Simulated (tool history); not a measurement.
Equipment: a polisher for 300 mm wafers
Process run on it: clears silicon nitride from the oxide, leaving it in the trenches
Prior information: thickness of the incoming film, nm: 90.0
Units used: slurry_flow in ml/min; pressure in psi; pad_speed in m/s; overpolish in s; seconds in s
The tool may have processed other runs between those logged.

Run 1, hour 0: slurry_flow 235 ml/min, pressure 2.1 psi, pad_speed 0.98 m/s, overpolish 15 s. Result: seconds 144.2 s.
Run 2, hour 5.2: slurry_flow 235 ml/min, pressure 2.1 psi, pad_speed 0.98 m/s, overpolish 15 s. Result: seconds 145.43 s.
Run 3, hour 12.7: slurry_flow 235 ml/min, pressure 2.1 psi, pad_speed 1.06 m/s, overpolish 15 s. Result: seconds 133.15 s.
Run 4, hour 15.2: slurry_flow 235 ml/min, pressure 1.6 psi, pad_speed 1.06 m/s, overpolish 15 s. Result: seconds 174.14 s.
Run 5, hour 23.6: slurry_flow 235 ml/min, pressure 1.5 psi, pad_speed 1.02 m/s, overpolish 15 s. Result: seconds 193.31 s.
Run 6, hour 26.2: slurry_flow 235 ml/min, pressure 1.8 psi, pad_speed 1.02 m/s, overpolish 15 s. Result: seconds 161.74 s.

For run 7, what comes out?
Run 7, hour 34.1: slurry_flow 235 ml/min, pressure 1.7 psi, pad_speed 0.98 m/s, overpolish 15 s. Result: seconds ?.

seconds: 179.29 s

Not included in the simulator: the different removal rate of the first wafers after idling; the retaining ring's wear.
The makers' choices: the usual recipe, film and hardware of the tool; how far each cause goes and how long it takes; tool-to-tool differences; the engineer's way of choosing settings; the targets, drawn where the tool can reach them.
